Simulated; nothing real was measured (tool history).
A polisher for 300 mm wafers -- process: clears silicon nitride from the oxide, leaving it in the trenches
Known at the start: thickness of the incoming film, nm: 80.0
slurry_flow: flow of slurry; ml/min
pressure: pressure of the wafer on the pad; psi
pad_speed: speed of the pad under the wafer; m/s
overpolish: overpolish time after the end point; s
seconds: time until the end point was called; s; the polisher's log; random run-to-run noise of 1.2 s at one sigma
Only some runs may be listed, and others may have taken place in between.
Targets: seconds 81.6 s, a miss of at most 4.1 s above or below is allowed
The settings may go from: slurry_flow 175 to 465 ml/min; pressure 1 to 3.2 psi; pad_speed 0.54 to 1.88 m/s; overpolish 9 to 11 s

run	hour	slurry_flow	pressure	pad_speed	overpolish	seconds
1	0	295	2.1	1.2	11	118.26
2	1.1	240	2.1	1.2	11	119.98
3	4.3	240	2.1	1.08	11	131.2
4	8.2	240	2.2	1.08	11	127.34
5	14.4	290	2.2	1.08	11	120.06
6	15	295	2.3	1.08	11	114.21
7	17.3	295	2.3	1.08	11	115.96
8	25.4	295	2.4	1.08	11	111.43
9	31.4	295	2.5	1.08	11	109
10	40.4	300	2.6	1.08	11	104.93

4 next moves are on the table. One of them brings every result within its allowed miss. Which?
A	49.4	310	2.4	1.34	11	?
B	49.4	340	3.1	1.36	9	?
C	49.4	380	3.2	1.08	11	?
D	49.4	365	3.2	1.24	11	?

move	seconds
A	88.523
B	67.4
C	80.992
D	71.063
A: closer than the last run, but not yet in spec
B: moves the result that the last run missed by most past its target, out the other side
C: hits every target within its allowed miss
D: moves the result that the last run missed by most past its target, out the other side
Go with C: it meets all targets.

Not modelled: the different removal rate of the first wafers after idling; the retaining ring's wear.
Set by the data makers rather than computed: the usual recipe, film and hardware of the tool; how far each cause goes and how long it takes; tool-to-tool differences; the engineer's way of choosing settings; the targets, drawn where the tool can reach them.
